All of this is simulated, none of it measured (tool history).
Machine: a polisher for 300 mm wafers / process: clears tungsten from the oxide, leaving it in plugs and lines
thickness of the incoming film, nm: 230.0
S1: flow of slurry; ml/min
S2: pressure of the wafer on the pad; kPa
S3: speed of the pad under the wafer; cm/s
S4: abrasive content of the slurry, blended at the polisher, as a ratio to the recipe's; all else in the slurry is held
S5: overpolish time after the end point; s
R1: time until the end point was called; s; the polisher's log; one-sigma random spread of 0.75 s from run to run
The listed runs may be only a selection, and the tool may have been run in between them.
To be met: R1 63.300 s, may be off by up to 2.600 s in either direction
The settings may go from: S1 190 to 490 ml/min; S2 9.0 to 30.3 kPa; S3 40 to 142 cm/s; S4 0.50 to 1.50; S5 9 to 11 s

run	day	S1	S2	S3	S4	S5	R1
1	0.000	315	19.3	90	1.00	11	85.482
2	0.196	315	17.2	90	1.00	11	97.965
3	0.362	315	17.2	90	1.00	11	96.976
4	0.675	315	20.7	90	1.00	11	80.536
5	0.704	315	20.7	90	1.00	9	79.931
6	0.838	315	20.7	90	1.00	11	80.358
7	1.142	315	21.4	90	1.00	11	77.405
8	1.212	315	22.1	90	1.00	11	76.335

Of the 4 settings listed for the next run, only one would bring every result within its allowed miss of target. Which one?
A	1.283	325	22.1	114	1.15	10	?
B	1.283	340	22.1	98	1.00	9	?
C	1.283	295	20.0	78	0.90	10	?
D	1.283	255	22.1	110	0.95	10	?

move	R1
A	57.765
B	69.954
C	100.700
D	65.056
A: the result that was furthest off in the last run now lies on the other side of its target
B: closer than the last run, but not yet in spec
C: moves away from the targets compared with the last run
D: in spec on every target
Go with D: it meets all targets.
